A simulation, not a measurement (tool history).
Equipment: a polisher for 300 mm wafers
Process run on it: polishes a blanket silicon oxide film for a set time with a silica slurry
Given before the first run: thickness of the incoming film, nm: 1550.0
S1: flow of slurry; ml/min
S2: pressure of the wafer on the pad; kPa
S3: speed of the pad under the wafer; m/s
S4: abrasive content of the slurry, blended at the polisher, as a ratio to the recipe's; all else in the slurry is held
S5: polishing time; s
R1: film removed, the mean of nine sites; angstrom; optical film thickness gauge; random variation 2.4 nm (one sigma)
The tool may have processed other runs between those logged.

run  hour   S1    S2    S3    S4   S5      R1
  1     0  165    31   0.9     1  117  2946.7
  2   6.8  165    31   0.9  0.85  117  2692.4
  3  11.8  165    31   0.9     1  117  2891.9
  4  13.3  160  30.3   0.9     1  117    2899
  5  14.6  160  30.3   0.9     1  117  2899.9
  6  20.2  160  30.3  1.04     1  117  3189.8
  7  22.2  160    29  1.04     1  117    3155
  8  24.4  160  27.6  1.04     1  117  3009.6
  9  27.9  160  26.2  1.04     1  117  2947.4
 10  31.3  160  25.5  1.04     1  117  2862.6

Run 11 has not been measured yet. What should we expect?
 11  40.3  160  24.8  1.04   1  117   ?

{"run 11": {"R1": 2854}}
